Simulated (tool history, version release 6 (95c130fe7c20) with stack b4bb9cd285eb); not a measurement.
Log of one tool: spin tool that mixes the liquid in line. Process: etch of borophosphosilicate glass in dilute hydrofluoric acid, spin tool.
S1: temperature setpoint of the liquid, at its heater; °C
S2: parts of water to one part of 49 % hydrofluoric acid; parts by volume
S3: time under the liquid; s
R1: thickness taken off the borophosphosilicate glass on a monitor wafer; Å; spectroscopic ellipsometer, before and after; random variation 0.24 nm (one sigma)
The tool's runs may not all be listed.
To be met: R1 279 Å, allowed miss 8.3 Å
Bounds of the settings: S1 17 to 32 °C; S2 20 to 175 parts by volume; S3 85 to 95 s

Run 1, hour 0: S1 24 °C, S2 95 parts by volume, S3 85 s. Result: R1 406.33 Å.
Run 2, hour 4.3: S1 24 °C, S2 70 parts by volume, S3 85 s. Result: R1 561.85 Å.
Run 3, hour 8.3: S1 22 °C, S2 80 parts by volume, S3 85 s. Result: R1 452.84 Å.
Run 4, hour 16.5: S1 24.5 °C, S2 80 parts by volume, S3 85 s. Result: R1 498.69 Å.
Run 5, hour 23: S1 22.5 °C, S2 90 parts by volume, S3 85 s. Result: R1 402.34 Å.
Run 6, hour 27.9: S1 19 °C, S2 90 parts by volume, S3 85 s. Result: R1 347.35 Å.
Run 7, hour 34.5: S1 18.5 °C, S2 95 parts by volume, S3 85 s. Result: R1 324.01 Å.
Run 8, hour 42.9: S1 18 °C, S2 95 parts by volume, S3 85 s. Result: R1 316.24 Å.
Run 9, hour 51.3: S1 18 °C, S2 95 parts by volume, S3 85 s. Result: R1 314.22 Å.
Run 10, hour 52.4: S1 17.5 °C, S2 95 parts by volume, S3 85 s. Result: R1 310.6 Å.

4 next moves are on the table. One of them brings every result within its allowed miss. Which?
Run A, hour 53.5: S1 18 °C, S2 105 parts by volume, S3 85 s. Result: R1 ?.
Run B, hour 53.5: S1 17 °C, S2 100 parts by volume, S3 90 s. Result: R1 ?.
Run C, hour 53.5: S1 19 °C, S2 115 parts by volume, S3 85 s. Result: R1 ?.
Run D, hour 53.5: S1 17 °C, S2 105 parts by volume, S3 95 s. Result: R1 ?.

move      R1
   A  281.71
   B  301.91
   C  265.25
   D  301.94
A: meets every target
B: nearer than the last run, and not there yet
C: takes the result that was furthest off past its target
D: nearer than the last run, and not there yet
Move A is the one to make.
